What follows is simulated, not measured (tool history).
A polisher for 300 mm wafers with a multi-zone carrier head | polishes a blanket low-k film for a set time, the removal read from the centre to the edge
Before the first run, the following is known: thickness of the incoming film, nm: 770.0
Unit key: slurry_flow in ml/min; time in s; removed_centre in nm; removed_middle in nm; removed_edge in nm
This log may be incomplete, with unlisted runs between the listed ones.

{"run": 1, "hour": 0.0, "slurry_flow": 225, "centre_zone": 1.0, "middle_zone": 1.0, "edge_zone": 1.0, "slurry_solids": 1.0, "time": 30, "removed_centre": 10.78, "removed_middle": 10.34, "removed_edge": 10.739}
{"run": 2, "hour": 1.0, "slurry_flow": 225, "centre_zone": 1.0, "middle_zone": 1.0, "edge_zone": 1.0, "slurry_solids": 1.0, "time": 25, "removed_centre": 8.9553, "removed_middle": 8.6807, "removed_edge": 8.9595}
{"run": 3, "hour": 8.1, "slurry_flow": 225, "centre_zone": 1.0, "middle_zone": 1.05, "edge_zone": 1.0, "slurry_solids": 1.0, "time": 25, "removed_centre": 8.9596, "removed_middle": 9.0938, "removed_edge": 8.9945}
{"run": 4, "hour": 16.2, "slurry_flow": 245, "centre_zone": 1.0, "middle_zone": 1.05, "edge_zone": 1.0, "slurry_solids": 1.0, "time": 25, "removed_centre": 9.1073, "removed_middle": 9.1887, "removed_edge": 9.0481}
{"run": 5, "hour": 23.2, "slurry_flow": 245, "centre_zone": 1.0, "middle_zone": 1.1, "edge_zone": 1.0, "slurry_solids": 1.0, "time": 25, "removed_centre": 8.9752, "removed_middle": 9.5767, "removed_edge": 8.9428}
{"run": 6, "hour": 27.6, "slurry_flow": 235, "centre_zone": 0.96, "middle_zone": 1.04, "edge_zone": 0.97, "slurry_solids": 0.9, "time": 25, "removed_centre": 8.3526, "removed_middle": 8.7496, "removed_edge": 8.4712}
{"run": 7, "hour": 34.8, "slurry_flow": 190, "centre_zone": 0.86, "middle_zone": 0.94, "edge_zone": 0.93, "slurry_solids": 0.65, "time": 25, "removed_centre": 6.0908, "removed_middle": 6.5328, "removed_edge": 6.8471}
{"run": 8, "hour": 40.8, "slurry_flow": 205, "centre_zone": 0.87, "middle_zone": 0.93, "edge_zone": 0.95, "slurry_solids": 0.65, "time": 25, "removed_centre": 6.3597, "removed_middle": 6.6306, "removed_edge": 7.0026}

The next listed run, before its measurement:
{"run": 9, "hour": 48.7, "slurry_flow": 205, "centre_zone": 0.87, "middle_zone": 0.93, "edge_zone": 0.95, "slurry_solids": 0.65, "time": 25, "removed_centre": "?", "removed_middle": "?", "removed_edge": "?"}

removed_centre: 6.3211 nm
removed_middle: 6.6507 nm
removed_edge: 6.9873 nm

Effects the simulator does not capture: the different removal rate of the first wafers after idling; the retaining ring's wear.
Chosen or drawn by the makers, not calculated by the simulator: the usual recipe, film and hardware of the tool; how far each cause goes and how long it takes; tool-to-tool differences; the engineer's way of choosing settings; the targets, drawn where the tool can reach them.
